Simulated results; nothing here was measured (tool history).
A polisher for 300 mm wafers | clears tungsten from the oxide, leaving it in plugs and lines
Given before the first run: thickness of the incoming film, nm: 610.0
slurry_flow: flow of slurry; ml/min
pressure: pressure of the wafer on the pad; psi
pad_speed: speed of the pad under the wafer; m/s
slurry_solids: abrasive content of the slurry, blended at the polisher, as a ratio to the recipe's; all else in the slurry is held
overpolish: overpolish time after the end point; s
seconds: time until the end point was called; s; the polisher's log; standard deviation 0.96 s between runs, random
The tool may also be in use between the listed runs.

Run 1, hour 0: slurry_flow 295 ml/min, pressure 3.5 psi, pad_speed 1.04 m/s, slurry_solids 1, overpolish 10 s. Result: seconds 119.85 s.
Run 2, hour 2.1: slurry_flow 295 ml/min, pressure 3.5 psi, pad_speed 1.04 m/s, slurry_solids 1, overpolish 10 s. Result: seconds 123.69 s.
Run 3, hour 2.9: slurry_flow 340 ml/min, pressure 3.5 psi, pad_speed 1.04 m/s, slurry_solids 1, overpolish 10 s. Result: seconds 120.36 s.
Run 4, hour 5.1: slurry_flow 340 ml/min, pressure 3.6 psi, pad_speed 1.04 m/s, slurry_solids 1, overpolish 10 s. Result: seconds 117.14 s.
Run 5, hour 6: slurry_flow 340 ml/min, pressure 3.6 psi, pad_speed 1.04 m/s, slurry_solids 0.8, overpolish 10 s. Result: seconds 121.13 s.
Run 6, hour 10.9: slurry_flow 340 ml/min, pressure 3.7 psi, pad_speed 1.04 m/s, slurry_solids 0.8, overpolish 10 s. Result: seconds 118.67 s.
Run 7, hour 19.3: slurry_flow 340 ml/min, pressure 3.8 psi, pad_speed 1.04 m/s, slurry_solids 0.8, overpolish 10 s. Result: seconds 118.4 s.

Forecast run 8:
Run 8, hour 23.8: slurry_flow 340 ml/min, pressure 3.9 psi, pad_speed 1.04 m/s, slurry_solids 0.8, overpolish 10 s. Result: seconds ?.

{"run 8": {"seconds": 114.76}}
